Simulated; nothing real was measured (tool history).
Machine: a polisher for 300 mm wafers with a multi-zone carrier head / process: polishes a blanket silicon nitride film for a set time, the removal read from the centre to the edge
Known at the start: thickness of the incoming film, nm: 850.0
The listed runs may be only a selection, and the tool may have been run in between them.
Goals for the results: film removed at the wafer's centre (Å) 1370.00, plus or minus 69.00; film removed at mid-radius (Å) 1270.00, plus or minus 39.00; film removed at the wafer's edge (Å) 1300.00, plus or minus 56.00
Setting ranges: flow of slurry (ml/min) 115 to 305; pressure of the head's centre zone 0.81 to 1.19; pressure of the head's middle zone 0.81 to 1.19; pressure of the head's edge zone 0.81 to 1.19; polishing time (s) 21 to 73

run,hour,flow of slurry (ml/min),pressure of the head's centre zone,pressure of the head's middle zone,pressure of the head's edge zone,polishing time (s),film removed at the wafer's centre (Å),film removed at mid-radius (Å),film removed at the wafer's edge (Å)
1,0.0,195,1.00,1.00,1.00,47,910.33,936.42,951.59
2,4.1,195,0.92,1.00,1.00,47,854.11,965.82,919.01
3,6.3,210,0.97,1.02,1.00,49,929.04,1002.70,972.27
4,8.2,215,1.01,1.03,1.00,51,1031.20,1064.00,1031.20
5,16.1,215,1.01,1.03,1.06,51,1008.00,1071.70,1054.80
6,20.7,220,1.04,1.04,1.07,53,1119.50,1127.40,1102.80
7,22.5,220,1.05,1.04,1.08,54,1175.70,1141.10,1138.00
8,23.5,220,1.06,1.04,1.09,55,1172.00,1162.90,1162.20
9,30.9,225,1.07,1.04,1.10,56,1191.10,1184.60,1175.00

4 candidate next runs follow, results not yet known. Just one meets every target within its allowed miss. Identify it.
A,38.3,255,1.13,1.01,1.14,60,?,?,?
B,38.3,230,1.19,1.05,1.03,58,?,?,?
C,38.3,240,0.91,1.19,1.08,53,?,?,?
D,38.3,245,0.87,0.91,1.19,58,?,?,?

move,film removed at the wafer's centre (Å),film removed at mid-radius (Å),film removed at the wafer's edge (Å)
A,1431.80,1266.00,1323.20
B,1434.70,1246.20,1201.90
C,1008.50,1277.60,1127.40
D,1056.10,1116.60,1304.40
A: all results land within tolerance of their targets
B: gets the furthest-off result to its target, but another result is out of tolerance
C: misses by more than the last run did
D: misses by more than the last run did
So the answer is move A, the one that meets all the targets.
